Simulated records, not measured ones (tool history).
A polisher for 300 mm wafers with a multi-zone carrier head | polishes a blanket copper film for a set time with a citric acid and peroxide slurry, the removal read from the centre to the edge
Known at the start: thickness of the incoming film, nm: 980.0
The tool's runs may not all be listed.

run	hour	flow of slurry (ml/min)	pressure of the head's centre zone	pressure of the head's middle zone	pressure of the head's edge zone	abrasive content of the slurry	polishing time (s)	film removed at the wafer's centre (Å)	film removed at mid-radius (Å)	film removed at the wafer's edge (Å)
1	0.0	220	1.00	1.00	1.00	1.00	49	1156.80	1207.30	1158.30
2	4.0	215	0.98	0.97	0.97	0.90	48	1082.50	1109.30	1099.80
3	9.4	215	0.98	0.97	0.92	0.90	48	1105.70	1132.90	1072.10
4	18.1	215	0.98	0.97	0.98	0.90	48	1094.20	1123.80	1101.10
5	23.7	215	0.98	0.97	0.98	0.90	44	997.60	1036.80	976.20
6	29.9	210	0.96	0.94	0.97	0.85	44	967.84	992.42	960.59
7	38.9	200	0.94	0.92	0.97	0.80	44	912.72	935.49	968.09
8	46.9	195	0.93	0.92	0.95	0.75	44	891.75	914.20	938.65
9	53.5	190	0.92	0.92	0.94	0.75	44	875.89	920.93	932.34
10	59.5	190	0.92	0.92	0.94	0.75	44	880.26	923.21	917.93
11	61.7	180	0.92	0.91	0.93	0.75	44	871.15	913.26	945.91
12	67.1	215	0.92	0.89	0.93	0.50	42	762.55	778.83	777.06
13	75.4	205	0.93	0.90	0.95	0.55	42	786.41	800.82	831.11
14	82.1	205	0.94	0.91	0.96	0.55	42	787.51	812.49	827.55

Forecast run 15:
15	90.1	240	0.95	0.91	1.02	0.65	42	?	?	?

film removed at the wafer's centre (Å): 871.69
film removed at mid-radius (Å): 867.24
film removed at the wafer's edge (Å): 911.94

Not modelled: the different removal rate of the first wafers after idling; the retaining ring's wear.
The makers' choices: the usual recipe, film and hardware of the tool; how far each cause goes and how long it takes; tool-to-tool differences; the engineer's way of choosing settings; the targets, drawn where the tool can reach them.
